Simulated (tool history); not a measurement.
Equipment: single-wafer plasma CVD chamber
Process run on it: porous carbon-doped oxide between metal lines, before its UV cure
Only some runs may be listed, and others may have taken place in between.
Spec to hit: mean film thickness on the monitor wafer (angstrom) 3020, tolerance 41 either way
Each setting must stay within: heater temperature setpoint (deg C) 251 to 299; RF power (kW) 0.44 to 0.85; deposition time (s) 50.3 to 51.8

| run | hour | heater temperature setpoint (deg C) | RF power (kW) | deposition time (s) | mean film thickness on the monitor wafer (angstrom) |
|---|---|---|---|---|---|
| 1 | 0 | 275 | 0.645 | 50.3 | 3459.8 |
| 2 | 8 | 277 | 0.645 | 50.3 | 3415.9 |
| 3 | 10.1 | 277 | 0.645 | 50.3 | 3411.5 |
| 4 | 15.8 | 277 | 0.645 | 50.3 | 3421.5 |
| 5 | 16.8 | 277 | 0.605 | 50.3 | 3199.9 |
| 6 | 24 | 278 | 0.605 | 50.3 | 3181.3 |
| 7 | 27.3 | 278 | 0.605 | 50.3 | 3188.5 |
| 8 | 28.8 | 279 | 0.605 | 50.3 | 3156.6 |

Next run, 5 choices. One meets every target within its allowed miss, the rest don't. Which?
| A | 30.3 | 275 | 0.58 | 50.3 | ? |
| B | 30.3 | 274 | 0.58 | 50.3 | ? |
| C | 30.3 | 280 | 0.57 | 51.2 | ? |
| D | 30.3 | 272 | 0.56 | 51.3 | ? |
| E | 30.3 | 269 | 0.54 | 51.8 | ? |

| move | mean film thickness on the monitor wafer (angstrom) |
|---|---|
| A | 3146.4 |
| B | 3169.8 |
| C | 3033.5 |
| D | 3166.7 |
| E | 3150.4 |
A: closes in on the targets versus the last run, not all within tolerance yet
B: moves away from the targets compared with the last run
C: meets every target
D: moves away from the targets compared with the last run
E: no better and no worse than the last run
Correct choice: C, which meets every target
